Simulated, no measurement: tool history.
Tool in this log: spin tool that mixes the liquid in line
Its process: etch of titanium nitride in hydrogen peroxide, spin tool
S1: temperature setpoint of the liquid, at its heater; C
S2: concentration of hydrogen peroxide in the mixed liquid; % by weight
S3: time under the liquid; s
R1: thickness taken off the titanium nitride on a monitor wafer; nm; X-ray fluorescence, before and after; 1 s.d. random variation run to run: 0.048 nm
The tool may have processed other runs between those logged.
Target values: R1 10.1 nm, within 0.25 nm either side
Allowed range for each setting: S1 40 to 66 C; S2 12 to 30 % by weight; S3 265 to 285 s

Run 1, hour 0: S1 56 C, S2 20.5 % by weight, S3 265 s. Result: R1 22.881 nm.
Run 2, hour 8.9: S1 56 C, S2 22.5 % by weight, S3 265 s. Result: R1 23.384 nm.
Run 3, hour 11: S1 60.5 C, S2 22.5 % by weight, S3 265 s. Result: R1 31.944 nm.
Run 4, hour 13: S1 58.5 C, S2 22.5 % by weight, S3 265 s. Result: R1 27.789 nm.
Run 5, hour 13.7: S1 56.5 C, S2 22.5 % by weight, S3 265 s. Result: R1 24.073 nm.
Run 6, hour 15.8: S1 55 C, S2 22.5 % by weight, S3 265 s. Result: R1 21.746 nm.
Run 7, hour 18.4: S1 53.5 C, S2 22.5 % by weight, S3 265 s. Result: R1 19.579 nm.
Run 8, hour 26.2: S1 53.5 C, S2 22.5 % by weight, S3 265 s. Result: R1 19.537 nm.
Run 9, hour 30.5: S1 52 C, S2 22.5 % by weight, S3 265 s. Result: R1 17.6 nm.
Run 10, hour 32.5: S1 44 C, S2 22 % by weight, S3 265 s. Result: R1 9.7995 nm.

Consider the 5 candidate settings below. Which is the only one whose results all fall within their allowed miss of target?
Run A, hour 34.5: S1 44 C, S2 21 % by weight, S3 265 s. Result: R1 ?.
Run B, hour 34.5: S1 43 C, S2 20 % by weight, S3 285 s. Result: R1 ?.
Run C, hour 34.5: S1 45 C, S2 19 % by weight, S3 265 s. Result: R1 ?.
Run D, hour 34.5: S1 44 C, S2 20.5 % by weight, S3 265 s. Result: R1 ?.
Run E, hour 34.5: S1 43 C, S2 21.5 % by weight, S3 285 s. Result: R1 ?.

move      R1
   A   9.703
   B  9.5782
   C  10.234
   D  9.6529
   E  9.7282
A: moves away from the targets compared with the last run
B: moves away from the targets compared with the last run
C: all results in spec
D: moves away from the targets compared with the last run
E: moves away from the targets compared with the last run
So the answer is move C, the one that meets all the targets.

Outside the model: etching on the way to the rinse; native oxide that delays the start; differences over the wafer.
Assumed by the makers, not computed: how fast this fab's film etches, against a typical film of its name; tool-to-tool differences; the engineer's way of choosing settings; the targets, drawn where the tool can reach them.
